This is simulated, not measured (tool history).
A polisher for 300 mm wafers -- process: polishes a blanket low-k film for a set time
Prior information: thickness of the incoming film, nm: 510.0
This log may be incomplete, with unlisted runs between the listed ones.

run  hour  flow of slurry (ml/min)  pressure of the wafer on the pad (psi)  speed of the pad under the wafer (m/s)  abrasive content of the slurry  polishing time (s)  film removed (Å)
  1     0                      220                                     1.3                                    0.82                               1                  41            83.631
  2   7.8                      220                                     1.3                                    0.82                            0.85                  41            76.178
  3  10.1                      220                                     1.3                                    1.02                            0.85                  41             92.19
  4  14.3                      220                                     1.4                                    1.02                            0.85                  41            96.071
  5  19.7                      220                                     1.5                                    1.04                            0.85                  41            104.18
  6    23                      220                                     1.6                                    1.04                            0.85                  41            110.43
  7  23.7                      220                                     1.6                                    1.04                            0.85                  41            110.24
  8  30.6                      220                                     1.6                                    1.04                            0.85                  41            109.37
  9  37.4                      220                                     1.7                                    1.06                            0.85                  41            115.85
 10  43.7                      220                                     1.8                                    1.08                            0.85                  41            124.89
 11  52.2                      220                                     1.9                                     1.1                            0.85                  41            132.43
 12  54.1                      220                                     1.9                                    1.12                            0.85                  41            135.81
 13  61.2                      220                                     1.9                                    1.14                            0.85                  41            137.88
 14  63.4                      220                                     1.9                                    1.16                            0.85                  41            136.26

Run 15 is up next; what results do you expect?
 15  72.1                      220                                     1.9                                    1.18                            0.85                  41                 ?

{"run 15": {"film removed (Å)": 142.66}}
